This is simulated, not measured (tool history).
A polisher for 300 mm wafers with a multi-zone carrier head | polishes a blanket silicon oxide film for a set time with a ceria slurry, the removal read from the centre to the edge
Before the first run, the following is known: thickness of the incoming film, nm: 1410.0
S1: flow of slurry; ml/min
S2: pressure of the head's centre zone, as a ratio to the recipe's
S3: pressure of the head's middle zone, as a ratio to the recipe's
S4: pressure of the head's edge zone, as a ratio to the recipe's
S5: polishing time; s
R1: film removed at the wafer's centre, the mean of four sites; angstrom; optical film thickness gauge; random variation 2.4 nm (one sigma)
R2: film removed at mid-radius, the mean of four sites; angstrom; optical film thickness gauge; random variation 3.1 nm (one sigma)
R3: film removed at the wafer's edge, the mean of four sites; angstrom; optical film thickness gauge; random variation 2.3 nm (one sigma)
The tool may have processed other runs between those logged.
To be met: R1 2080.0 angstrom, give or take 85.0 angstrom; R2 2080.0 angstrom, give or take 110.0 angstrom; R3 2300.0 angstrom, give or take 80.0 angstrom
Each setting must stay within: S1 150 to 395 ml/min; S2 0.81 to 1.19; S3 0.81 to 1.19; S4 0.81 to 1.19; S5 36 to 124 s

{"run": 1, "day": 0.0, "S1": 250, "S2": 1.0, "S3": 1.0, "S4": 1.0, "S5": 79, "R1": 3454.4, "R2": 3591.7, "R3": 3448.4}
{"run": 2, "day": 0.05, "S1": 250, "S2": 1.0, "S3": 1.05, "S4": 1.0, "S5": 79, "R1": 3439.3, "R2": 3765.1, "R3": 3499.7}
{"run": 3, "day": 0.1, "S1": 245, "S2": 0.98, "S3": 1.01, "S4": 1.0, "S5": 74, "R1": 3146.2, "R2": 3408.7, "R3": 3257.0}
{"run": 4, "day": 0.196, "S1": 270, "S2": 0.98, "S3": 1.01, "S4": 1.0, "S5": 74, "R1": 3128.2, "R2": 3469.5, "R3": 3322.8}
{"run": 5, "day": 0.562, "S1": 270, "S2": 0.98, "S3": 1.04, "S4": 1.0, "S5": 74, "R1": 3254.4, "R2": 3458.5, "R3": 3301.8}
{"run": 6, "day": 0.754, "S1": 280, "S2": 0.97, "S3": 1.02, "S4": 1.0, "S5": 69, "R1": 2935.5, "R2": 3250.7, "R3": 3063.2}
{"run": 7, "day": 1.083, "S1": 275, "S2": 0.97, "S3": 0.98, "S4": 1.01, "S5": 65, "R1": 2808.1, "R2": 2930.2, "R3": 2918.4}
{"run": 8, "day": 1.338, "S1": 275, "S2": 0.96, "S3": 0.96, "S4": 1.01, "S5": 62, "R1": 2654.0, "R2": 2741.0, "R3": 2761.3}
{"run": 9, "day": 1.383, "S1": 270, "S2": 0.95, "S3": 0.94, "S4": 1.01, "S5": 60, "R1": 2524.2, "R2": 2593.5, "R3": 2697.6}
{"run": 10, "day": 1.717, "S1": 265, "S2": 0.94, "S3": 0.92, "S4": 0.99, "S5": 59, "R1": 2383.1, "R2": 2486.7, "R3": 2609.5}
{"run": 11, "day": 1.867, "S1": 260, "S2": 0.94, "S3": 0.9, "S4": 0.98, "S5": 58, "R1": 2392.1, "R2": 2401.0, "R3": 2548.0}
{"run": 12, "day": 2.15, "S1": 255, "S2": 0.93, "S3": 0.89, "S4": 0.97, "S5": 58, "R1": 2358.1, "R2": 2393.8, "R3": 2557.4}
{"run": 13, "day": 2.475, "S1": 255, "S2": 0.93, "S3": 0.88, "S4": 0.96, "S5": 57, "R1": 2367.7, "R2": 2380.9, "R3": 2482.3}
{"run": 14, "day": 2.55, "S1": 255, "S2": 0.92, "S3": 0.87, "S4": 0.96, "S5": 56, "R1": 2294.1, "R2": 2246.0, "R3": 2478.1}

Pick the move, out of 4, that brings all results within their allowed miss; only one does.
{"run": "A", "day": 2.625, "S1": 290, "S2": 0.81, "S3": 1.01, "S4": 1.01, "S5": 57, "R1": "?", "R2": "?", "R3": "?"}
{"run": "B", "day": 2.625, "S1": 275, "S2": 0.94, "S3": 0.89, "S4": 1.07, "S5": 50, "R1": "?", "R2": "?", "R3": "?"}
{"run": "C", "day": 2.625, "S1": 245, "S2": 0.97, "S3": 0.82, "S4": 0.95, "S5": 60, "R1": "?", "R2": "?", "R3": "?"}
{"run": "D", "day": 2.625, "S1": 290, "S2": 0.87, "S3": 1.12, "S4": 0.96, "S5": 53, "R1": "?", "R2": "?", "R3": "?"}

move=A R1=2064.6 R2=2692.5 R3=2563.4
move=B R1=2090.8 R2=2112.1 R3=2308.1
move=C R1=2554.2 R2=2341.3 R3=2593.4
move=D R1=2064.9 R2=2733.5 R3=2322.7
A: gets the furthest-off result to its target, but another result is out of tolerance
B: meets every target
C: its largest miss is bigger than the last run's
D: gets the furthest-off result to its target, but another result is out of tolerance
The move that meets every target is B.
